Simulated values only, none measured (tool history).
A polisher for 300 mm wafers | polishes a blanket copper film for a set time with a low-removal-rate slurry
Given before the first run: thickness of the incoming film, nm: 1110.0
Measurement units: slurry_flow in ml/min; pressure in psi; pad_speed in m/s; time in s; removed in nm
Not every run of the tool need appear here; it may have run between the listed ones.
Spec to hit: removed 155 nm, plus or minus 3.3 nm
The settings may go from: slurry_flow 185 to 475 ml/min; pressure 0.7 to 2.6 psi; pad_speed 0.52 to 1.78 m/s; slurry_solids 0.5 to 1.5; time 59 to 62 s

Run 1, hour 0: slurry_flow 305 ml/min, pressure 1.6 psi, pad_speed 1.14 m/s, slurry_solids 1, time 59 s. Result: removed 121.74 nm.
Run 2, hour 7.9: slurry_flow 305 ml/min, pressure 1.6 psi, pad_speed 1.14 m/s, slurry_solids 0.9, time 59 s. Result: removed 119.54 nm.
Run 3, hour 14.6: slurry_flow 305 ml/min, pressure 1.6 psi, pad_speed 1.14 m/s, slurry_solids 0.8, time 59 s. Result: removed 117.18 nm.
Run 4, hour 16.7: slurry_flow 305 ml/min, pressure 1.6 psi, pad_speed 1.14 m/s, slurry_solids 0.6, time 59 s. Result: removed 111.88 nm.
Run 5, hour 24.7: slurry_flow 305 ml/min, pressure 1.6 psi, pad_speed 1.14 m/s, slurry_solids 0.6, time 59 s. Result: removed 111.53 nm.
Run 6, hour 30.2: slurry_flow 305 ml/min, pressure 1.2 psi, pad_speed 1.14 m/s, slurry_solids 0.6, time 59 s. Result: removed 85.402 nm.
Run 7, hour 32.4: slurry_flow 310 ml/min, pressure 1.3 psi, pad_speed 1.14 m/s, slurry_solids 0.6, time 59 s. Result: removed 91.61 nm.
Run 8, hour 34: slurry_flow 315 ml/min, pressure 1.4 psi, pad_speed 1.14 m/s, slurry_solids 0.6, time 59 s. Result: removed 97.389 nm.
Run 9, hour 35.6: slurry_flow 315 ml/min, pressure 1.5 psi, pad_speed 1.14 m/s, slurry_solids 0.6, time 59 s. Result: removed 105.55 nm.
Run 10, hour 44: slurry_flow 325 ml/min, pressure 1.6 psi, pad_speed 1.14 m/s, slurry_solids 0.6, time 59 s. Result: removed 112.52 nm.
Run 11, hour 44.9: slurry_flow 330 ml/min, pressure 1.7 psi, pad_speed 1.14 m/s, slurry_solids 0.6, time 59 s. Result: removed 119.13 nm.
Run 12, hour 51.1: slurry_flow 330 ml/min, pressure 1.9 psi, pad_speed 1.14 m/s, slurry_solids 0.6, time 59 s. Result: removed 134.98 nm.

Pick the move, out of 4, that brings all results within their allowed miss; only one does.
Run A, hour 57.3: slurry_flow 380 ml/min, pressure 1.9 psi, pad_speed 1.22 m/s, slurry_solids 0.6, time 62 s. Result: removed ?.
Run B, hour 57.3: slurry_flow 280 ml/min, pressure 2.2 psi, pad_speed 0.9 m/s, slurry_solids 0.75, time 62 s. Result: removed ?.
Run C, hour 57.3: slurry_flow 370 ml/min, pressure 2 psi, pad_speed 1.22 m/s, slurry_solids 0.5, time 59 s. Result: removed ?.
Run D, hour 57.3: slurry_flow 240 ml/min, pressure 2.1 psi, pad_speed 1.2 m/s, slurry_solids 0.6, time 62 s. Result: removed ?.

move  removed
   A      148
   B   140.71
   C   143.03
   D   154.05
A: gains on the last run, yet a result remains outside its allowed miss
B: gains on the last run, yet a result remains outside its allowed miss
C: gains on the last run, yet a result remains outside its allowed miss
D: all results in spec
D meets every target.
